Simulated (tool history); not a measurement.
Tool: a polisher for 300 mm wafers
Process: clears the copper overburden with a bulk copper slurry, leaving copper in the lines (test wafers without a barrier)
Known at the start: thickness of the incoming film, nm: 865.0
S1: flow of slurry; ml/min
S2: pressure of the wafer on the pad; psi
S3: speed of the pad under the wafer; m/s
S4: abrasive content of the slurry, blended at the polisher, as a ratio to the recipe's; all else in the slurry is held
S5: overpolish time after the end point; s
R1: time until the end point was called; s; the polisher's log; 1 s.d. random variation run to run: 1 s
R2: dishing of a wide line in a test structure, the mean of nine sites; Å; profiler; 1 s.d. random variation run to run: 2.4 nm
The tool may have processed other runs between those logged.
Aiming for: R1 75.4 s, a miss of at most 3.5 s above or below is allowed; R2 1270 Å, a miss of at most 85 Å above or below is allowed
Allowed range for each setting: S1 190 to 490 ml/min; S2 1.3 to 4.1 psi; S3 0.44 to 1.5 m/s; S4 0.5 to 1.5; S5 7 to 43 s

run,hour,S1,S2,S3,S4,S5,R1,R2
1,0,315,2.7,0.96,1,22,107.4,990.37
2,8.1,315,2.7,0.96,1,28,107.68,1120.6
3,14.6,315,3.1,0.96,1,28,92.516,1265
4,22,315,3.1,0.96,0.85,28,94.394,1170.4
5,24.4,315,3.4,0.96,0.85,28,88.235,1316.3
6,28.2,315,3.4,0.96,0.85,33,88.306,1426.9
7,33.9,315,3.5,0.96,0.8,31,86.175,1366.9
8,42.3,315,3.6,0.96,0.75,29,82.784,1376
9,45.3,315,3.6,0.96,0.75,27,83.348,1333.2
10,46.4,315,3.7,0.96,0.75,25,81.503,1290
11,52.4,315,3.8,0.96,0.75,24,78.929,1312.6

Consider the 4 candidate settings below. Which is the only one whose results all fall within their allowed miss of target?
A,58.4,340,3.3,1.08,0.6,30,?,?
B,58.4,290,3.8,0.96,0.8,30,?,?
C,58.4,370,3.8,1.02,0.7,22,?,?
D,58.4,320,4,0.88,0.55,21,?,?

move,R1,R2
A,84.139,1367.4
B,79.517,1440.8
C,75.208,1270.9
D,84.988,1162.1
A: its largest miss is bigger than the last run's
B: its largest miss is bigger than the last run's
C: in spec on every target
D: its largest miss is bigger than the last run's
The move that meets every target is C.
